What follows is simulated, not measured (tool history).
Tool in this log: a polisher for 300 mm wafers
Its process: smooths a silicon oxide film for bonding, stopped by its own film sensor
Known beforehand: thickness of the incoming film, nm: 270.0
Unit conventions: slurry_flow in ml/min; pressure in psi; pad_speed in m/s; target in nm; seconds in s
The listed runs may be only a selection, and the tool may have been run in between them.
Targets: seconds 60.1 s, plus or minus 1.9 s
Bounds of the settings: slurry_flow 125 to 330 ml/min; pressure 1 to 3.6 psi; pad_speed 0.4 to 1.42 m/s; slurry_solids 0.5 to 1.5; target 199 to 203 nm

run	hour	slurry_flow	pressure	pad_speed	slurry_solids	target	seconds
1	0	210	2.3	0.9	1	203	80.036
2	1.3	210	2.3	1.04	1	203	72.488
3	6.5	210	2.3	1.04	0.8	203	80.929
4	12.9	210	2.4	1.04	0.8	203	77.431
5	17.1	210	2.4	1.04	0.8	203	77.237
6	24.8	210	2.4	0.82	0.8	203	90.463
7	30.3	210	2.5	0.82	0.8	203	85.649
8	33.6	210	2.6	0.82	0.8	203	82.127
9	36.1	210	2.7	0.82	0.8	203	78.966
10	44.5	230	3.3	0.84	0.8	203	63.362

Which of these 4 next moves meets every target?
A	52.9	225	3.5	0.86	0.75	201	?
B	52.9	240	3.5	0.84	1	201	?
C	52.9	200	3.4	0.88	0.95	199	?
D	52.9	220	3.6	0.8	0.9	203	?

move	seconds
A	63.518
B	55.913
C	59.912
D	57.566
A: about as far from the targets as the last run
B: takes the biggest miss from the last run beyond its target
C: all results land within tolerance of their targets
D: takes the biggest miss from the last run beyond its target
So the answer is move C, the one that meets all the targets.
